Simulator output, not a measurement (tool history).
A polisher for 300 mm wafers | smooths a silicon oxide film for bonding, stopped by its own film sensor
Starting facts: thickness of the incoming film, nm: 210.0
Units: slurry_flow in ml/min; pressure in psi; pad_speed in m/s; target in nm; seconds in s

run,hour,slurry_flow,pressure,pad_speed,slurry_solids,target,seconds
1,0,160,2.6,0.9,1,187,30.887
2,5.9,160,2.6,0.72,1,187,34.896
3,14.3,160,2.6,0.72,1,190,29.918
4,19.5,160,2.6,0.72,1,187,34.682
5,23.8,160,2.6,0.72,1,187,34.627
6,26.2,160,2.6,0.72,0.85,187,38.156
# hour 31.8: slurry blender recalibrated
7,31.8,160,2.6,0.72,0.85,187,34.077
8,40.1,165,3.3,0.76,0.85,187,25.754
9,47,165,3.4,0.76,0.85,187,25.237

Estimate the outcome of run 10 from the log above:
10,53.2,165,3.5,0.76,0.85,187,?

seconds: 24.967 s

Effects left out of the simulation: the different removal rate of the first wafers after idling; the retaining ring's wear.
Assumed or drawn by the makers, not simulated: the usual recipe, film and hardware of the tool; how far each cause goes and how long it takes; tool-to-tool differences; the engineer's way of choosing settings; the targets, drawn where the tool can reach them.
